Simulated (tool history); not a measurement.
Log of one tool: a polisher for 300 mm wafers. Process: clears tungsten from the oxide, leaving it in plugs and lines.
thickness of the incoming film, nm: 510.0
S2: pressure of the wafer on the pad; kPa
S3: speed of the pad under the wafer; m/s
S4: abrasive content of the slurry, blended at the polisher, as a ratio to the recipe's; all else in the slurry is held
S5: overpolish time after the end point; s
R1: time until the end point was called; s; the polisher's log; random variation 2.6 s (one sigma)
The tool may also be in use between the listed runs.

run 1 hour=0.0 | flow_of_slurry_(ml/min)=165 S2=26.2 S3=1.42 S4=1.0 S5=26 | R1=81.992
run 2 hour=2.4 | flow_of_slurry_(ml/min)=165 S2=22.1 S3=1.34 S4=1.0 S5=26 | R1=97.456
run 3 hour=10.1 | flow_of_slurry_(ml/min)=165 S2=22.1 S3=1.52 S4=1.0 S5=26 | R1=87.466
run 4 hour=13.6 | flow_of_slurry_(ml/min)=160 S2=19.3 S3=1.36 S4=1.0 S5=26 | R1=102.430
run 5 hour=16.9 | flow_of_slurry_(ml/min)=160 S2=17.2 S3=1.20 S4=1.0 S5=26 | R1=121.320
run 6 hour=20.3 | flow_of_slurry_(ml/min)=160 S2=13.1 S3=1.20 S4=1.0 S5=26 | R1=146.900

The next listed run, before its measurement:
run 7 hour=27.4 | flow_of_slurry_(ml/min)=160 S2=12.4 S3=1.14 S4=1.0 S5=26 | R1=?

{"run 7": {"R1": 161.02}}
